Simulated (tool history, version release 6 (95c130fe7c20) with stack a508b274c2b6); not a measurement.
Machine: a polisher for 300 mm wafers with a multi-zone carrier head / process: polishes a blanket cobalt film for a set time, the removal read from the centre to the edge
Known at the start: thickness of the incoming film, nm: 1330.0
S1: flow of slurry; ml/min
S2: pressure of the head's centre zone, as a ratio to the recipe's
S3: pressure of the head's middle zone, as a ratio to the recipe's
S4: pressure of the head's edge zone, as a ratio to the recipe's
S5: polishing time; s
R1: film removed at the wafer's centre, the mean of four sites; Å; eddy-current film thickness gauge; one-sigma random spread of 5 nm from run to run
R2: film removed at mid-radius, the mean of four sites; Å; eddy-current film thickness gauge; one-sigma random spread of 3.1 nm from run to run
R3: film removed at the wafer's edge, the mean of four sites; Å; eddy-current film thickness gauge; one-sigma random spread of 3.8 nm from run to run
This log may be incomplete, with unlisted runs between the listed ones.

Run 1, hour 0: S1 210 ml/min, S2 1, S3 1, S4 1, S5 69 s. Result: R1 3776 Å, R2 3828.4 Å, R3 3866.2 Å.
Run 2, hour 4.2: S1 210 ml/min, S2 1, S3 1, S4 1.08, S5 69 s. Result: R1 3821.5 Å, R2 3780.4 Å, R3 3978.5 Å.
Run 3, hour 7.7: S1 245 ml/min, S2 1, S3 1, S4 1.08, S5 69 s. Result: R1 3847.7 Å, R2 3837 Å, R3 4037.2 Å.
Run 4, hour 16.4: S1 250 ml/min, S2 1.03, S3 1.01, S4 1.1, S5 70 s. Result: R1 4000.5 Å, R2 3982.5 Å, R3 4069.8 Å.
Run 5, hour 20.2: S1 250 ml/min, S2 1.05, S3 1.01, S4 1.11, S5 71 s. Result: R1 4186.9 Å, R2 4019.6 Å, R3 4261.7 Å.
Run 6, hour 22.1: S1 255 ml/min, S2 1.07, S3 1.02, S4 1.11, S5 71 s. Result: R1 4271.3 Å, R2 4077.5 Å, R3 4220 Å.
Run 7, hour 23.9: S1 260 ml/min, S2 1.08, S3 1.02, S4 1.12, S5 71 s. Result: R1 4382.9 Å, R2 4062.9 Å, R3 4283 Å.
Run 8, hour 28.5: S1 265 ml/min, S2 1.09, S3 1.03, S4 1.12, S5 71 s. Result: R1 4331.3 Å, R2 4086.6 Å, R3 4285 Å.
Run 9, hour 35.8: S1 270 ml/min, S2 1.11, S3 1.04, S4 1.12, S5 71 s. Result: R1 4492.6 Å, R2 4194.7 Å, R3 4269.6 Å.
Run 10, hour 40.8: S1 275 ml/min, S2 1.12, S3 1.04, S4 1.13, S5 71 s. Result: R1 4475 Å, R2 4189 Å, R3 4240 Å.

Estimate the outcome of run 11 from the log above:
Run 11, hour 42.1: S1 275 ml/min, S2 1.12, S3 1.04, S4 1.13, S5 71 s. Result: R1 ?, R2 ?, R3 ?.

Run 11 came out at R1 4600.1 Å, R2 4111.3 Å, R3 4209.1 Å.

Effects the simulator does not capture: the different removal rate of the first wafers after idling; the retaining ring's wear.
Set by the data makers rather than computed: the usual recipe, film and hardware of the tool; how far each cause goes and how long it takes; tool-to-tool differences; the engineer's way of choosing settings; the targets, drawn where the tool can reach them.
